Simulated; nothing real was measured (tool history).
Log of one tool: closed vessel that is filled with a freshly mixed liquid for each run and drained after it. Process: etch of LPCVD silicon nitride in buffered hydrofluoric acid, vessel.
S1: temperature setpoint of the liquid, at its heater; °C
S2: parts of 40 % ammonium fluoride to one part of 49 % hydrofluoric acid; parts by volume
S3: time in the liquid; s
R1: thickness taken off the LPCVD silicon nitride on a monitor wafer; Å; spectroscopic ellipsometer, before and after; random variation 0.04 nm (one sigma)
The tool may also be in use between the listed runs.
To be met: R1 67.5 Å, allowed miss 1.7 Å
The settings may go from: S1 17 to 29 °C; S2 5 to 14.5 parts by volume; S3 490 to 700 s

| run | hour | S1 | S2 | S3 | R1 |
|---|---|---|---|---|---|
| 1 | 0 | 21 | 9 | 700 | 94.905 |
| 2 | 8.9 | 21 | 11 | 700 | 81.246 |
| 3 | 12.9 | 20.5 | 11 | 700 | 78.629 |
| 4 | 21.7 | 20 | 11 | 700 | 76.606 |
| 5 | 28.1 | 20 | 11 | 700 | 76.738 |
| 6 | 37.7 | 20 | 11 | 700 | 77.154 |
| 7 | 47.3 | 19.5 | 11 | 700 | 74.403 |
| 8 | 51.3 | 19 | 11 | 700 | 71.403 |
| 9 | 54.3 | 18.5 | 11 | 700 | 70.746 |

Which of these 5 next moves meets every target?
| A | 57.3 | 19.5 | 10.5 | 675 | ? |
| B | 57.3 | 19 | 11 | 645 | ? |
| C | 57.3 | 17 | 6.5 | 490 | ? |
| D | 57.3 | 19.5 | 11.5 | 700 | ? |
| E | 57.3 | 21.5 | 12.5 | 675 | ? |

| move | R1 |
|---|---|
| A | 75.228 |
| B | 66.79 |
| C | 74.387 |
| D | 71.387 |
| E | 70.942 |
A: further off than the last run
B: meets every target
C: further off than the last run
D: further off than the last run
E: further off than the last run
Answer: B
